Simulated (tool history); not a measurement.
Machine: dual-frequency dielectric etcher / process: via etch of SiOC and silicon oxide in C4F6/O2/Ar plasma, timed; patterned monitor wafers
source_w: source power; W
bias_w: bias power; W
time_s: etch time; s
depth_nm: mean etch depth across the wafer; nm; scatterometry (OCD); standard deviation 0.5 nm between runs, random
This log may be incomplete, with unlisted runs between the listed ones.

| run | hour | source_w | bias_w | time_s | depth_nm |
|---|---|---|---|---|---|
| 1 | 0.0 | 480 | 221 | 69.5 | 87.457 |
| 2 | 2.9 | 520 | 221 | 69.5 | 89.681 |
| 3 | 8.4 | 520 | 236 | 69.5 | 91.372 |
| 4 | 9.9 | 520 | 236 | 69.5 | 92.494 |
| 5 | 11.3 | 550 | 239 | 69.5 | 93.975 |
| 6 | 12.2 | 580 | 244 | 69.5 | 96.338 |
| 7 | 14.2 | 600 | 248 | 69.5 | 98.029 |
| 8 | 20.3 | 620 | 251 | 69.5 | 99.012 |

Run 9 is up next; what results do you expect?
| 9 | 24.3 | 630 | 254 | 69.5 | ? |

Run 9 gave depth_nm 101.060 nm.
